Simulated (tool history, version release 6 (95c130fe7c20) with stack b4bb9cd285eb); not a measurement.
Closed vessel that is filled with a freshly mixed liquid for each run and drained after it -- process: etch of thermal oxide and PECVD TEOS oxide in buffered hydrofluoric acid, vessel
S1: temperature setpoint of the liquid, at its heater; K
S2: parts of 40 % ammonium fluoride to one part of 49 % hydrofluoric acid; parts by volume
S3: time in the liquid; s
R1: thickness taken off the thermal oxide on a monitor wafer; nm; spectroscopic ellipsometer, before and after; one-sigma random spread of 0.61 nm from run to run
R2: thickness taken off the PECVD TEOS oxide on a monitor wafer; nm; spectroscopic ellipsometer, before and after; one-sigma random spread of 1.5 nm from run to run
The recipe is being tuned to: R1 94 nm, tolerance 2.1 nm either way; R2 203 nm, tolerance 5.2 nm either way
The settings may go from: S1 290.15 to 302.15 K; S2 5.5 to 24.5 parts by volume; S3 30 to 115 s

run,hour,S1,S2,S3,R1,R2
1,0,294.15,15,60,37.35,79.776
2,8.9,292.15,15,60,33.002,71.077
3,13.2,292.15,12,60,40.777,89.582
4,18.9,292.15,12,85,58.355,125.71
5,20.5,290.15,12,85,52.063,111.15
6,21.4,290.15,12,85,51.777,111.61
7,22.6,291.15,12,85,55.007,119.15
8,27.6,295.15,11.5,85,71.929,155.44
9,30.3,295.65,11.5,85,73.568,160.53
10,34.8,296.15,11.5,85,76.237,164.23
11,43.2,300.15,11,85,97.185,211.47

Below are 4 possible settings for the next run. Only one of them brings all results inside the allowed miss of their targets. Which is it?
A,51.6,300.65,11,80,?,?
B,51.6,299.65,11,90,?,?
C,51.6,302.15,9.5,70,?,?
D,51.6,302.15,15,105,?,?

move,R1,R2
A,96.039,203.55
B,102.42,217.07
C,103.1,218.52
D,100.8,213.64
A: every result lands within tolerance
B: its largest miss is bigger than the last run's
C: its largest miss is bigger than the last run's
D: its largest miss is bigger than the last run's
A meets every target.
